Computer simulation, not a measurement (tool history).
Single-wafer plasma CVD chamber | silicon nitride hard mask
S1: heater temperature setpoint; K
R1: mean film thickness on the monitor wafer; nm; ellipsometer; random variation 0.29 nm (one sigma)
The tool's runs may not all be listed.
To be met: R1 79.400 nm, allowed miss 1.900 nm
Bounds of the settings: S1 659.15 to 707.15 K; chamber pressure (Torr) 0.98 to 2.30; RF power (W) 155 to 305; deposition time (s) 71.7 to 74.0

{"run": 1, "hour": 0.0, "S1": 683.15, "chamber pressure (Torr)": 1.64, "RF power (W)": 230, "deposition time (s)": 71.7, "R1": 69.161}
{"run": 2, "hour": 7.7, "S1": 683.15, "chamber pressure (Torr)": 1.72, "RF power (W)": 235, "deposition time (s)": 71.8, "R1": 72.068}
{"run": 3, "hour": 14.3, "S1": 683.15, "chamber pressure (Torr)": 1.72, "RF power (W)": 250, "deposition time (s)": 71.8, "R1": 75.896}
{"run": 4, "hour": 19.7, "S1": 683.15, "chamber pressure (Torr)": 1.75, "RF power (W)": 250, "deposition time (s)": 71.8, "R1": 76.831}
{"run": 5, "hour": 27.2, "S1": 683.15, "chamber pressure (Torr)": 1.77, "RF power (W)": 250, "deposition time (s)": 71.8, "R1": 77.209}
{"run": 6, "hour": 28.5, "S1": 692.15, "chamber pressure (Torr)": 1.77, "RF power (W)": 250, "deposition time (s)": 71.8, "R1": 76.021}
{"run": 7, "hour": 37.1, "S1": 692.15, "chamber pressure (Torr)": 1.8, "RF power (W)": 250, "deposition time (s)": 71.8, "R1": 76.715}
{"run": 8, "hour": 43.8, "S1": 692.15, "chamber pressure (Torr)": 1.82, "RF power (W)": 250, "deposition time (s)": 71.8, "R1": 77.712}
{"run": 9, "hour": 46.5, "S1": 692.15, "chamber pressure (Torr)": 1.83, "RF power (W)": 250, "deposition time (s)": 71.8, "R1": 77.578}

5 next moves are on the table. One of them brings every result within its allowed miss. Which?
{"run": "A", "hour": 49.2, "S1": 694.15, "chamber pressure (Torr)": 1.81, "RF power (W)": 240, "deposition time (s)": 71.7, "R1": "?"}
{"run": "B", "hour": 49.2, "S1": 704.15, "chamber pressure (Torr)": 1.44, "RF power (W)": 285, "deposition time (s)": 71.7, "R1": "?"}
{"run": "C", "hour": 49.2, "S1": 696.15, "chamber pressure (Torr)": 1.73, "RF power (W)": 250, "deposition time (s)": 71.7, "R1": "?"}
{"run": "D", "hour": 49.2, "S1": 690.15, "chamber pressure (Torr)": 2.02, "RF power (W)": 235, "deposition time (s)": 71.7, "R1": "?"}
{"run": "E", "hour": 49.2, "S1": 701.15, "chamber pressure (Torr)": 1.79, "RF power (W)": 240, "deposition time (s)": 72.0, "R1": "?"}

move=A R1=74.082
move=B R1=79.033
move=C R1=75.669
move=D R1=75.398
move=E R1=73.870
A: further off than the last run
B: meets every target
C: further off than the last run
D: further off than the last run
E: further off than the last run
The right move is B.
